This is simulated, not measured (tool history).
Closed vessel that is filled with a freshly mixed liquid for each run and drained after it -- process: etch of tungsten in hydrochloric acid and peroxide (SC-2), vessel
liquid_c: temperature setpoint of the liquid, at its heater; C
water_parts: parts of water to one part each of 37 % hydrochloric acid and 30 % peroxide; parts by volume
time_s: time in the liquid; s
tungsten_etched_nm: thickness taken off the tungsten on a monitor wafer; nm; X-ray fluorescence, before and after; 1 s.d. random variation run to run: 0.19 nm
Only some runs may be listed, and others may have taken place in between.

Run 1, hour 0: liquid_c 51 C, water_parts 5.5 parts by volume, time_s 95 s. Result: tungsten_etched_nm 36.993 nm.
Run 2, hour 6.9: liquid_c 44.5 C, water_parts 5.5 parts by volume, time_s 95 s. Result: tungsten_etched_nm 23.855 nm.
Run 3, hour 9.7: liquid_c 44.5 C, water_parts 4 parts by volume, time_s 95 s. Result: tungsten_etched_nm 29.808 nm.
Run 4, hour 16.7: liquid_c 44.5 C, water_parts 4 parts by volume, time_s 95 s. Result: tungsten_etched_nm 30.035 nm.
Run 5, hour 17.6: liquid_c 44.5 C, water_parts 5 parts by volume, time_s 95 s. Result: tungsten_etched_nm 25.624 nm.
Run 6, hour 24.5: liquid_c 44.5 C, water_parts 4 parts by volume, time_s 95 s. Result: tungsten_etched_nm 29.804 nm.
Run 7, hour 32: liquid_c 45.5 C, water_parts 4 parts by volume, time_s 95 s. Result: tungsten_etched_nm 31.969 nm.

Run 8 has not been measured yet. What should we expect?
Run 8, hour 35.9: liquid_c 46.5 C, water_parts 4 parts by volume, time_s 95 s. Result: tungsten_etched_nm ?.

{"run 8": {"tungsten_etched_nm": 34.261}}
